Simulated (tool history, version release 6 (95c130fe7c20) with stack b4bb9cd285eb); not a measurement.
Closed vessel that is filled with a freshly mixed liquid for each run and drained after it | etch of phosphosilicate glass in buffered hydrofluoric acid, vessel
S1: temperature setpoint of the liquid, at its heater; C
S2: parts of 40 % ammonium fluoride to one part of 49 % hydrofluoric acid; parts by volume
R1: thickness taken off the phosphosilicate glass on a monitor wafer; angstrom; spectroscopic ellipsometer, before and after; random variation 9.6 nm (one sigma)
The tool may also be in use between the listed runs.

{"run": 1, "hour": 0.0, "S1": 25, "S2": 7.5, "time in the liquid (s)": 95, "R1": 9720.4}
{"run": 2, "hour": 8.5, "S1": 25, "S2": 7.5, "time in the liquid (s)": 95, "R1": 9731.5}
{"run": 3, "hour": 11.8, "S1": 25, "S2": 5.5, "time in the liquid (s)": 95, "R1": 12937}
{"run": 4, "hour": 16.0, "S1": 25, "S2": 5.5, "time in the liquid (s)": 95, "R1": 13150}
{"run": 5, "hour": 18.6, "S1": 25, "S2": 6.5, "time in the liquid (s)": 95, "R1": 11246}
{"run": 6, "hour": 25.3, "S1": 27.5, "S2": 6.5, "time in the liquid (s)": 95, "R1": 12862}
{"run": 7, "hour": 28.8, "S1": 27, "S2": 6.5, "time in the liquid (s)": 95, "R1": 12745}
{"run": 8, "hour": 37.2, "S1": 26.5, "S2": 6.5, "time in the liquid (s)": 95, "R1": 12180}
{"run": 9, "hour": 40.6, "S1": 26, "S2": 6.5, "time in the liquid (s)": 95, "R1": 11823}

Run 10 comes next. What will it give?
{"run": 10, "hour": 47.2, "S1": 25, "S2": 6.5, "time in the liquid (s)": 95, "R1": "?"}

R1: 11260 angstrom

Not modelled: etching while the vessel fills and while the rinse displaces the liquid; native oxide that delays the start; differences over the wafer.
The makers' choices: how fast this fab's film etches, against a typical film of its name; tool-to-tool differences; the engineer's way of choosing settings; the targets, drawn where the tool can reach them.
